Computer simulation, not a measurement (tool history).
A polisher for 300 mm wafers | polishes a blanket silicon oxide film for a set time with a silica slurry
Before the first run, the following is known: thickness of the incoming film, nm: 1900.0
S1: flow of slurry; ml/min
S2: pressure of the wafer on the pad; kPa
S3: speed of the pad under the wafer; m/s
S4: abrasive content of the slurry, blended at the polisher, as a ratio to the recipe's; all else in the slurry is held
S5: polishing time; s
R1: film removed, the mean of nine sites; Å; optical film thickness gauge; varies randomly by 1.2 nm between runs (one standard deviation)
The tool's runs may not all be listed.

run,hour,S1,S2,S3,S4,S5,R1
1,0.0,165,37.9,0.92,1.0,57,1734.30
2,1.5,165,31.7,0.88,1.0,57,1372.00
3,9.7,165,27.6,0.88,1.0,57,1209.10
4,14.6,195,27.6,0.88,1.0,57,1220.80
5,23.0,195,27.6,0.88,1.0,57,1270.90
6,24.3,195,27.6,0.88,0.8,57,1133.00
7,30.2,185,17.9,0.86,0.8,57,736.44
8,32.7,195,18.6,0.86,0.8,57,757.79
9,40.0,200,24.8,0.88,0.8,57,992.92

For run 10, what comes out?
10,45.6,195,24.1,0.88,0.8,57,?

Logged for run 10: R1 989.08 Å.

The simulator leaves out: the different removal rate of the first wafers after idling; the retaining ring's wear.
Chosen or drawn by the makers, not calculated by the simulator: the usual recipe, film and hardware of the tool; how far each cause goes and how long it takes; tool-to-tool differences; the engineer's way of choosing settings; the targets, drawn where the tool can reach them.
